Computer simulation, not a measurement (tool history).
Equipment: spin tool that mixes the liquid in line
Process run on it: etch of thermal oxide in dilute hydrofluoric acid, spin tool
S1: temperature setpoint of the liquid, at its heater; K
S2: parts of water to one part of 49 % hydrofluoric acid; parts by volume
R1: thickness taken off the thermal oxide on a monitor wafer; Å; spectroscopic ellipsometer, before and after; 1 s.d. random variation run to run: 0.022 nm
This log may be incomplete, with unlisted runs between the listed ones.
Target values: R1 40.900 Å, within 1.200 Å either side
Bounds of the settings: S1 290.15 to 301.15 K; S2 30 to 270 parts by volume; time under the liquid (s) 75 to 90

{"run": 1, "hour": 0.0, "S1": 293.15, "S2": 150, "time under the liquid (s)": 90, "R1": 23.187}
{"run": 2, "hour": 4.6, "S1": 293.15, "S2": 200, "time under the liquid (s)": 90, "R1": 16.39}
{"run": 3, "hour": 10.2, "S1": 294.65, "S2": 180, "time under the liquid (s)": 90, "R1": 19.976}
{"run": 4, "hour": 18.8, "S1": 296.15, "S2": 165, "time under the liquid (s)": 90, "R1": 23.244}
{"run": 5, "hour": 22.8, "S1": 297.15, "S2": 150, "time under the liquid (s)": 90, "R1": 27.004}
{"run": 6, "hour": 29.3, "S1": 294.15, "S2": 150, "time under the liquid (s)": 90, "R1": 24.159}
{"run": 7, "hour": 37.1, "S1": 295.65, "S2": 140, "time under the liquid (s)": 90, "R1": 27.528}
{"run": 8, "hour": 44.4, "S1": 296.65, "S2": 135, "time under the liquid (s)": 90, "R1": 29.846}
{"run": 9, "hour": 52.7, "S1": 296.65, "S2": 135, "time under the liquid (s)": 90, "R1": 29.863}
{"run": 10, "hour": 54.6, "S1": 297.65, "S2": 130, "time under the liquid (s)": 90, "R1": 32.089}
{"run": 11, "hour": 59.0, "S1": 298.15, "S2": 125, "time under the liquid (s)": 90, "R1": 34.776}
{"run": 12, "hour": 63.1, "S1": 298.65, "S2": 125, "time under the liquid (s)": 90, "R1": 35.328}
{"run": 13, "hour": 67.1, "S1": 299.15, "S2": 125, "time under the liquid (s)": 90, "R1": 35.818}
{"run": 14, "hour": 75.5, "S1": 299.65, "S2": 125, "time under the liquid (s)": 90, "R1": 37.052}

Exactly one of the 4 candidate moves below puts every result within its allowed miss. Which one?
{"run": "A", "hour": 83.9, "S1": 295.65, "S2": 115, "time under the liquid (s)": 90, "R1": "?"}
{"run": "B", "hour": 83.9, "S1": 297.65, "S2": 115, "time under the liquid (s)": 90, "R1": "?"}
{"run": "C", "hour": 83.9, "S1": 301.15, "S2": 120, "time under the liquid (s)": 90, "R1": "?"}
{"run": "D", "hour": 83.9, "S1": 300.15, "S2": 120, "time under the liquid (s)": 75, "R1": "?"}

move=A R1=34.876
move=B R1=37.734
move=C R1=41.087
move=D R1=32.971
A: the biggest miss grows against the last run
B: closer than the last run, but not yet in spec
C: each result inside its tolerance
D: the biggest miss grows against the last run
The move that meets every target is C.

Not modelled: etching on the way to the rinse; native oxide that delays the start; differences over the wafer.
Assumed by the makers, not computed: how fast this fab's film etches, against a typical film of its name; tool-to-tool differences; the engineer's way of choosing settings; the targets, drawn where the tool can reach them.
